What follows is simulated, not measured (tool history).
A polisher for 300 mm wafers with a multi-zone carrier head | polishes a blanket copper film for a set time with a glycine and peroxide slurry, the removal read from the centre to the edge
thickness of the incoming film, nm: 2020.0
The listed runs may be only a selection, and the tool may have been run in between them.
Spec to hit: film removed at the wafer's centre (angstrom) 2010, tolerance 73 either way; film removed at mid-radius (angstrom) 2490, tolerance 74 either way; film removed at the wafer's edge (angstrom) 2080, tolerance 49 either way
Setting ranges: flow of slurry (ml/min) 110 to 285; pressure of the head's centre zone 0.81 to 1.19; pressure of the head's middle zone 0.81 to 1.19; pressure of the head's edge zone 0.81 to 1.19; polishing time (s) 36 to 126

run    day  flow of slurry (ml/min)  pressure of the head's centre zone  pressure of the head's middle zone  pressure of the head's edge zone  polishing time (s)  film removed at the wafer's centre (angstrom)  film removed at mid-radius (angstrom)  film removed at the wafer's edge (angstrom)
  1      0                      180                                   1                                   1                                 1                  81                                         2389.8                                 2455.3                                       2530.6
  2  0.362                      175                                0.99                                1.02                              0.98                  80                                           2383                                 2453.8                                       2475.3
  3    0.5                      205                                0.99                                1.02                              0.98                  80                                         2392.1                                 2501.4                                       2522.3
  4  0.617                      205                                0.95                                1.02                              0.98                  80                                         2303.9                                 2518.1                                       2496.8
  5  0.808                      200                                0.94                                1.03                              0.96                  79                                         2299.7                                 2511.1                                       2471.3
  6  1.158                      160                                0.94                                1.03                              0.96                  79                                         2202.5                                 2435.7                                       2400.8
  7  1.308                      160                                0.93                                1.05                              0.94                  78                                         2168.9                                 2419.9                                       2335.8
  8  1.633                      155                                0.92                                1.06                              0.92                  78                                         2105.7                                 2453.5                                       2310.6
  9    1.9                      135                                0.96                                1.13                              0.82                  74                                         2014.8                                 2423.7                                       2056.4

Which single option among these 5 for the next run brings every result within its allowed miss of target? Just one does.
  A  2.167                      110                                0.99                                1.08                              0.85                  76                                              ?                                      ?                                            ?
  B  2.167                      120                                0.93                                1.14                              0.81                  77                                              ?                                      ?                                            ?
  C  2.167                      175                                0.94                                1.09                              0.89                  72                                              ?                                      ?                                            ?
  D  2.167                      120                                0.98                                1.15                              0.87                  71                                              ?                                      ?                                            ?
  E  2.167                      160                                0.91                                1.06                              0.87                  74                                              ?                                      ?                                            ?

move  film removed at the wafer's centre (angstrom)  film removed at mid-radius (angstrom)  film removed at the wafer's edge (angstrom)
   A                                         2104.9                                 2305.8                                       2123.2
   B                                         2039.3                                   2482                                       2124.3
   C                                         2055.2                                 2364.1                                       2157.6
   D                                         1979.1                                 2305.1                                       2021.6
   E                                         2016.3                                 2342.3                                       2175.4
A: misses by more than the last run did
B: all results in spec
C: misses by more than the last run did
D: misses by more than the last run did
E: misses by more than the last run did
So the answer is move B, the one that meets all the targets.
